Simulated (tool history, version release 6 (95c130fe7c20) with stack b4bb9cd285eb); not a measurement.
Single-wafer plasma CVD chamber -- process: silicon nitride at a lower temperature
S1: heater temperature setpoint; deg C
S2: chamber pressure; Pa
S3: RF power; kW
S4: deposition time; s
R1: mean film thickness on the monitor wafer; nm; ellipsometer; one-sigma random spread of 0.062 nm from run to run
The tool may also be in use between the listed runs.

run,day,S1,S2,S3,S4,R1
1,0,340,252,0.23,19.3,19.996
2,0.096,340,252,0.245,19.3,21.105
3,0.383,340,252,0.23,19.3,20.006
4,0.612,340,235,0.23,19.3,19.661
5,0.754,340,219,0.23,19.3,19.144
6,0.992,340,255,0.23,19.3,20.056
7,1.254,340,239,0.23,19.3,19.704

What does the tool deliver on the next run?
8,1.504,340,227,0.23,19.3,?

{"run 8": {"R1": 19.399}}

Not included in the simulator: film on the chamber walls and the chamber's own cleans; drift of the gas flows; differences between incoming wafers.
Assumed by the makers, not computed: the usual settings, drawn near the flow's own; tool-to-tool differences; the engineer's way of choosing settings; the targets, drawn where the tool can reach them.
